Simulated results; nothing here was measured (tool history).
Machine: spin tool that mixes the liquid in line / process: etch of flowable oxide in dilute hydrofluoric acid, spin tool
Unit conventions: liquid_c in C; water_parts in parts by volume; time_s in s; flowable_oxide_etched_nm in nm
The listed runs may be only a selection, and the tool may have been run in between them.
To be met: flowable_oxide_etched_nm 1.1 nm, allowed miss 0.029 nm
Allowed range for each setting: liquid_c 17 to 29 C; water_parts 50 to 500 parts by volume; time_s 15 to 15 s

| run | day | liquid_c | water_parts | time_s | flowable_oxide_etched_nm |
|---|---|---|---|---|---|
| 1 | 0 | 21 | 275 | 15 | 1.4088 |
| 2 | 0.325 | 20.5 | 280 | 15 | 1.3416 |
| 3 | 0.35 | 23 | 280 | 15 | 1.4858 |
| 4 | 0.546 | 22 | 280 | 15 | 1.452 |
| 5 | 0.654 | 25 | 280 | 15 | 1.5949 |
| 6 | 0.858 | 24 | 285 | 15 | 1.4706 |
| 7 | 0.921 | 20 | 290 | 15 | 1.2803 |
| 8 | 1.154 | 19.5 | 290 | 15 | 1.2594 |
| 9 | 1.379 | 19 | 290 | 15 | 1.2327 |
| 10 | 1.429 | 18 | 295 | 15 | 1.1598 |

Exercise: of the 5 proposed moves below, exactly one satisfies all targets within the stated allowed misses. Which move is it?
| A | 1.479 | 17 | 270 | 15 | ? |
| B | 1.479 | 18 | 290 | 15 | ? |
| C | 1.479 | 19 | 295 | 15 | ? |
| D | 1.479 | 17 | 300 | 15 | ? |
| E | 1.479 | 17 | 275 | 15 | ? |

| move | flowable_oxide_etched_nm |
|---|---|
| A | 1.235 |
| B | 1.174 |
| C | 1.1928 |
| D | 1.0836 |
| E | 1.2073 |
A: misses by more than the last run did
B: misses by more than the last run did
C: misses by more than the last run did
D: all results in spec
E: misses by more than the last run did
D meets every target.
